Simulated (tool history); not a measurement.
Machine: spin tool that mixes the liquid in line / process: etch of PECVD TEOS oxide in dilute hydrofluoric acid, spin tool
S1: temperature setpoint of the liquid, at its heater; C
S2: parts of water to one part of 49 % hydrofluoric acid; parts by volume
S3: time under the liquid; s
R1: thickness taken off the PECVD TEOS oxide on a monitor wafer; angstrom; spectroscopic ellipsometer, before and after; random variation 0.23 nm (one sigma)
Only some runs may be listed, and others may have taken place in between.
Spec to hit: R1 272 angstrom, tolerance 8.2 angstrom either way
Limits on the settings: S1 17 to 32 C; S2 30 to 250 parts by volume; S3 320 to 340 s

run    day    S1   S2   S3      R1
  1      0    24  140  320  192.12
  2  0.217    24  140  340  201.62
  3    0.3    22  140  340  188.64
  4  0.483  24.5  140  340  203.64
  5  0.529  24.5  140  340  207.22
  6  0.567  24.5  140  320  192.57
  7  0.758    27  135  320  220.83
  8  0.821  28.5  135  320  233.24
  9  1.029  29.5  135  320  242.12
 10  1.238  30.5  135  320   252.2
 11    1.6    31  135  320  257.31
 12  1.633    31  135  320  257.05
 13  1.771  31.5  135  320  260.34

Exercise: of the 4 proposed moves below, exactly one satisfies all targets within the stated allowed misses. Which move is it?
  A  1.908    28  125  320   ?
  B  1.908    32  145  320   ?
  C  1.908  29.5  140  340   ?
  D  1.908    32  140  340   ?

move      R1
   A  249.62
   B  242.33
   C  245.43
   D  268.52
A: misses by more than the last run did
B: misses by more than the last run did
C: misses by more than the last run did
D: hits every target within its allowed miss
Go with D: it meets all targets.

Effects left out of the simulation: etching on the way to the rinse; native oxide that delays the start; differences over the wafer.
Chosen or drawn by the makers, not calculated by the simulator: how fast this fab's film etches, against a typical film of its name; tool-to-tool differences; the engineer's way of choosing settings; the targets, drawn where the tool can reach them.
